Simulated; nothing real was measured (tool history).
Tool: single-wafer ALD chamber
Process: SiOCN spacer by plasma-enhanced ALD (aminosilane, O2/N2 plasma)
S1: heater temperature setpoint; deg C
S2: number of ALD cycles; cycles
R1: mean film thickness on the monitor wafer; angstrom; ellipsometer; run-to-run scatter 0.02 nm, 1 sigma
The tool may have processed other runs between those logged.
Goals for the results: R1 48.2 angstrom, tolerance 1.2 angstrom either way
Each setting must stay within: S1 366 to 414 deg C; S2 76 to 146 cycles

run 1 hour=0 | S1=390 S2=111 | R1=64.004
run 2 hour=3.1 | S1=390 S2=106 | R1=61.007
run 3 hour=9 | S1=390 S2=102 | R1=58.502
run 4 hour=16.2 | S1=390 S2=99 | R1=56.72
run 5 hour=18.5 | S1=390 S2=96 | R1=55.022
run 6 hour=21.3 | S1=390 S2=94 | R1=53.925
run 7 hour=23.5 | S1=390 S2=92 | R1=52.764
run 8 hour=31.4 | S1=390 S2=90 | R1=51.76
run 9 hour=34.6 | S1=390 S2=89 | R1=51.043

Below are 5 possible settings for the next run. Only one of them brings all results inside the allowed miss of their targets. Which is it?
run A hour=37.8 | S1=388 S2=79 | R1=?
run B hour=37.8 | S1=392 S2=78 | R1=?
run C hour=37.8 | S1=386 S2=78 | R1=?
run D hour=37.8 | S1=392 S2=84 | R1=?
run E hour=37.8 | S1=393 S2=93 | R1=?

move=A R1=45.355
move=B R1=44.78
move=C R1=44.78
move=D R1=48.225
move=E R1=53.392
A: moves the result that the last run missed by most past its target, out the other side
B: moves the result that the last run missed by most past its target, out the other side
C: moves the result that the last run missed by most past its target, out the other side
D: all results in spec
E: lands further from the targets than the last run did
Go with D: it meets all targets.
